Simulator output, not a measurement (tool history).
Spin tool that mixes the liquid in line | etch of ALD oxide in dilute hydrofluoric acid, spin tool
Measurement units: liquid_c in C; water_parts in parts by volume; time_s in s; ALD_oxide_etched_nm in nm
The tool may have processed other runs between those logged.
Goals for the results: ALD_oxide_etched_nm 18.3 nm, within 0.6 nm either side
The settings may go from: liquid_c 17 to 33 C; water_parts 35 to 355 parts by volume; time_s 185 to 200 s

run	hour	liquid_c	water_parts	time_s	ALD_oxide_etched_nm
1	0	25	195	185	23.27
2	7.7	25	195	185	22.92
3	13.8	25	195	185	22.983
4	15	25	195	200	25.493
5	22.2	24	195	200	24.385
6	25.8	26	195	200	26.346
7	29.4	25	200	200	24.427
8	35.4	24	200	200	23.789
9	40.8	23	200	200	22.806
10	49	22.5	200	200	22.264
11	50	22	200	200	22.086
12	58.3	21.5	200	200	21.916
13	62.6	17.5	210	200	17.796

Next run, 4 choices. One meets every target within its allowed miss, the rest don't. Which?
A	66.9	17	215	200	?
B	66.9	19	225	200	?
C	66.9	17	195	185	?
D	66.9	17	195	195	?

move	ALD_oxide_etched_nm
A	16.87
B	17.269
C	17.521
D	18.468
A: further off than the last run
B: further off than the last run
C: further off than the last run
D: in spec on every target
Go with D: it meets all targets.

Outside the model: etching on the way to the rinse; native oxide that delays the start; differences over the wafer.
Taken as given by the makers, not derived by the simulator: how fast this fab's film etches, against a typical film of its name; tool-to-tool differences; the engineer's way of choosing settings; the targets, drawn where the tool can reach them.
